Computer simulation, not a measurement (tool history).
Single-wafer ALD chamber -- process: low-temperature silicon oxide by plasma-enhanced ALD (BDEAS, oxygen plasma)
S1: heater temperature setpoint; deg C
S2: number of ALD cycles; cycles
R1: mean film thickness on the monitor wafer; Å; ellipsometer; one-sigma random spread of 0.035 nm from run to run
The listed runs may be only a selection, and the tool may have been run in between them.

Run 1, hour 0.0: S1 110 deg C, S2 52 cycles. Result: R1 64.704 Å.
Run 2, hour 2.7: S1 108 deg C, S2 55 cycles. Result: R1 68.538 Å.
Run 3, hour 8.1: S1 108 deg C, S2 58 cycles. Result: R1 72.466 Å.
Run 4, hour 13.9: S1 106 deg C, S2 59 cycles. Result: R1 73.686 Å.
Run 5, hour 21.1: S1 99 deg C, S2 59 cycles. Result: R1 74.786 Å.
Run 6, hour 22.7: S1 99 deg C, S2 52 cycles. Result: R1 65.990 Å.
Run 7, hour 30.6: S1 98 deg C, S2 55 cycles. Result: R1 69.813 Å.

The next listed run, before its measurement:
Run 8, hour 38.8: S1 97 deg C, S2 57 cycles. Result: R1 ?.

R1: 73.110 Å
